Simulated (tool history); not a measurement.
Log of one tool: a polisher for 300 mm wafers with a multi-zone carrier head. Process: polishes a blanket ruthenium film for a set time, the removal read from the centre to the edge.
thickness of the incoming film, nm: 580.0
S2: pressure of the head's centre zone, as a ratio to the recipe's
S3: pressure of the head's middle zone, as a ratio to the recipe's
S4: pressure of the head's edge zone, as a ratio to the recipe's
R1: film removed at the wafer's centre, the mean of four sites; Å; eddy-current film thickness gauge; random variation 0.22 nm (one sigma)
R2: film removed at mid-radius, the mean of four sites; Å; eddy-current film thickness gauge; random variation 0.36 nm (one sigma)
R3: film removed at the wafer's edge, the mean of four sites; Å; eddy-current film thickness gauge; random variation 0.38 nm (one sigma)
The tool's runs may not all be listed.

Run 1, hour 0.0: flow of slurry (ml/min) 140, S2 1.00, S3 1.00, S4 1.00, polishing time (s) 39. Result: R1 410.12 Å, R2 399.82 Å, R3 403.64 Å.
Run 2, hour 1.3: flow of slurry (ml/min) 115, S2 1.00, S3 1.00, S4 1.00, polishing time (s) 39. Result: R1 384.97 Å, R2 380.71 Å, R3 385.28 Å.
Run 3, hour 4.8: flow of slurry (ml/min) 115, S2 1.06, S3 1.00, S4 1.00, polishing time (s) 39. Result: R1 412.48 Å, R2 379.15 Å, R3 385.07 Å.
Run 4, hour 6.4: flow of slurry (ml/min) 115, S2 1.06, S3 0.95, S4 1.00, polishing time (s) 39. Result: R1 414.35 Å, R2 373.23 Å, R3 385.08 Å.
Run 5, hour 11.1: flow of slurry (ml/min) 115, S2 1.06, S3 0.91, S4 1.00, polishing time (s) 39. Result: R1 409.65 Å, R2 364.47 Å, R3 382.81 Å.
Run 6, hour 13.7: flow of slurry (ml/min) 115, S2 1.06, S3 0.91, S4 0.95, polishing time (s) 39. Result: R1 410.63 Å, R2 365.09 Å, R3 383.89 Å.
Run 7, hour 15.6: flow of slurry (ml/min) 120, S2 0.96, S3 1.01, S4 0.93, polishing time (s) 30. Result: R1 290.06 Å, R2 301.82 Å, R3 291.27 Å.
Run 8, hour 20.6: flow of slurry (ml/min) 125, S2 0.95, S3 1.03, S4 0.94, polishing time (s) 30. Result: R1 291.86 Å, R2 307.51 Å, R3 295.96 Å.

The next listed run, before its measurement:
Run 9, hour 27.9: flow of slurry (ml/min) 130, S2 0.94, S3 1.05, S4 0.94, polishing time (s) 30. Result: R1 ?, R2 ?, R3 ?.

Run 9 gave R1 287.44 Å, R2 312.38 Å, R3 298.30 Å.

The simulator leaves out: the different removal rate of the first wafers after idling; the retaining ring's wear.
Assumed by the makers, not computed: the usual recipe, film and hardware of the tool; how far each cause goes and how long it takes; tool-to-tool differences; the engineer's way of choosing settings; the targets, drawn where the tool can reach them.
